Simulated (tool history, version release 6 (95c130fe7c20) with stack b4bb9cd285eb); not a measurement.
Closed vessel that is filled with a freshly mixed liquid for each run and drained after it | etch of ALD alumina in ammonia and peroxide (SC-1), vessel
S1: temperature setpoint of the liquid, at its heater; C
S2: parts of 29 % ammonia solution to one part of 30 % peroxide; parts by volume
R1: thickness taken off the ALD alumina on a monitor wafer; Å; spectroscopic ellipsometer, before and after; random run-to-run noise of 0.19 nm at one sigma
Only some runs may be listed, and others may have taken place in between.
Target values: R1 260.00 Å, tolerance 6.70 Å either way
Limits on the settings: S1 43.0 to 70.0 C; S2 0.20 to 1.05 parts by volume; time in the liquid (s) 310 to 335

{"run": 1, "hour": 0.0, "S1": 59.0, "S2": 0.55, "time in the liquid (s)": 310, "R1": 370.57}
{"run": 2, "hour": 6.1, "S1": 58.0, "S2": 0.55, "time in the liquid (s)": 310, "R1": 355.54}
{"run": 3, "hour": 13.8, "S1": 58.0, "S2": 0.45, "time in the liquid (s)": 310, "R1": 342.5}
{"run": 4, "hour": 16.2, "S1": 57.0, "S2": 0.45, "time in the liquid (s)": 310, "R1": 329.21}
{"run": 5, "hour": 24.9, "S1": 57.0, "S2": 0.45, "time in the liquid (s)": 335, "R1": 354.74}
{"run": 6, "hour": 30.6, "S1": 57.0, "S2": 0.3, "time in the liquid (s)": 335, "R1": 345.87}
{"run": 7, "hour": 39.3, "S1": 56.0, "S2": 0.3, "time in the liquid (s)": 335, "R1": 323.27}
{"hour": 44.8, "done": "ammonia flow meter replaced"}
{"run": 8, "hour": 44.8, "S1": 55.5, "S2": 0.3, "time in the liquid (s)": 335, "R1": 315.92}
{"run": 9, "hour": 49.9, "S1": 55.0, "S2": 0.3, "time in the liquid (s)": 335, "R1": 303.17}
{"run": 10, "hour": 53.6, "S1": 54.5, "S2": 0.3, "time in the liquid (s)": 335, "R1": 296.03}
{"run": 11, "hour": 58.5, "S1": 54.0, "S2": 0.3, "time in the liquid (s)": 335, "R1": 292.36}
{"run": 12, "hour": 62.6, "S1": 53.5, "S2": 0.3, "time in the liquid (s)": 335, "R1": 278.73}
{"run": 13, "hour": 66.5, "S1": 53.5, "S2": 0.3, "time in the liquid (s)": 335, "R1": 280.79}
{"run": 14, "hour": 67.6, "S1": 53.5, "S2": 0.3, "time in the liquid (s)": 335, "R1": 285.04}
{"run": 15, "hour": 73.1, "S1": 53.0, "S2": 0.3, "time in the liquid (s)": 335, "R1": 272.55}

Of the 5 settings listed for the next run, only one would bring every result within its allowed miss of target. Which one?
{"run": "A", "hour": 78.6, "S1": 52.5, "S2": 0.55, "time in the liquid (s)": 310, "R1": "?"}
{"run": "B", "hour": 78.6, "S1": 54.5, "S2": 0.35, "time in the liquid (s)": 315, "R1": "?"}
{"run": "C", "hour": 78.6, "S1": 54.0, "S2": 0.35, "time in the liquid (s)": 335, "R1": "?"}
{"run": "D", "hour": 78.6, "S1": 54.5, "S2": 0.2, "time in the liquid (s)": 325, "R1": "?"}
{"run": "E", "hour": 78.6, "S1": 54.5, "S2": 0.25, "time in the liquid (s)": 335, "R1": "?"}

move=A R1=260.06
move=B R1=281.86
move=C R1=291.85
move=D R1=275.72
move=E R1=290.32
A: every result lands within tolerance
B: lands further from the targets than the last run did
C: lands further from the targets than the last run did
D: lands further from the targets than the last run did
E: lands further from the targets than the last run did
Go with A: it meets all targets.
